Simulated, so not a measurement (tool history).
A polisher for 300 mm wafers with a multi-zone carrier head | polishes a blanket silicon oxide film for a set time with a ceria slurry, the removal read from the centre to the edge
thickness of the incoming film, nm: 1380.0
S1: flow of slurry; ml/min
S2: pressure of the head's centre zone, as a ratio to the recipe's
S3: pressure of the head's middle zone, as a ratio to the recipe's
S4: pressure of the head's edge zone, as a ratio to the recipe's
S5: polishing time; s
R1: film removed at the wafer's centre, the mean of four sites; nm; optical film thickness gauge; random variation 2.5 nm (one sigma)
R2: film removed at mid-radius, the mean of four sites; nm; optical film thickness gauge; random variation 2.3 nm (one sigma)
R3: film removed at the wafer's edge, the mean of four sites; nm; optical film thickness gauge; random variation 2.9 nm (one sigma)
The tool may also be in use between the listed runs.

Run 1, hour 0: S1 130 ml/min, S2 1, S3 1, S4 1, S5 68 s. Result: R1 516.56 nm, R2 487.61 nm, R3 499.41 nm.
Run 2, hour 3.3: S1 130 ml/min, S2 1, S3 1.09, S4 1, S5 68 s. Result: R1 510.89 nm, R2 524.18 nm, R3 489.48 nm.
Run 3, hour 8.8: S1 120 ml/min, S2 0.97, S3 1.08, S4 0.96, S5 58 s. Result: R1 414.2 nm, R2 439.47 nm, R3 404.33 nm.
Run 4, hour 11.1: S1 120 ml/min, S2 1.05, S3 1.08, S4 0.96, S5 58 s. Result: R1 459.91 nm, R2 436.56 nm, R3 402.56 nm.
Run 5, hour 13: S1 115 ml/min, S2 1, S3 1.06, S4 0.93, S5 52 s. Result: R1 387.87 nm, R2 384.48 nm, R3 357.17 nm.
Run 6, hour 21.4: S1 110 ml/min, S2 0.96, S3 1.05, S4 0.9, S5 49 s. Result: R1 341.71 nm, R2 356 nm, R3 326.88 nm.
Run 7, hour 23.5: S1 105 ml/min, S2 0.93, S3 1.04, S4 0.88, S5 48 s. Result: R1 322.13 nm, R2 345.2 nm, R3 321.95 nm.
Run 8, hour 32.4: S1 100 ml/min, S2 0.92, S3 1.04, S4 0.86, S5 46 s. Result: R1 301.76 nm, R2 322.51 nm, R3 300.22 nm.

Forecast run 9:
Run 9, hour 41.3: S1 95 ml/min, S2 0.91, S3 1.04, S4 0.85, S5 45 s. Result: R1 ?, R2 ?, R3 ?.

Run 9 gave R1 288.43 nm, R2 317.73 nm, R3 289.2 nm.

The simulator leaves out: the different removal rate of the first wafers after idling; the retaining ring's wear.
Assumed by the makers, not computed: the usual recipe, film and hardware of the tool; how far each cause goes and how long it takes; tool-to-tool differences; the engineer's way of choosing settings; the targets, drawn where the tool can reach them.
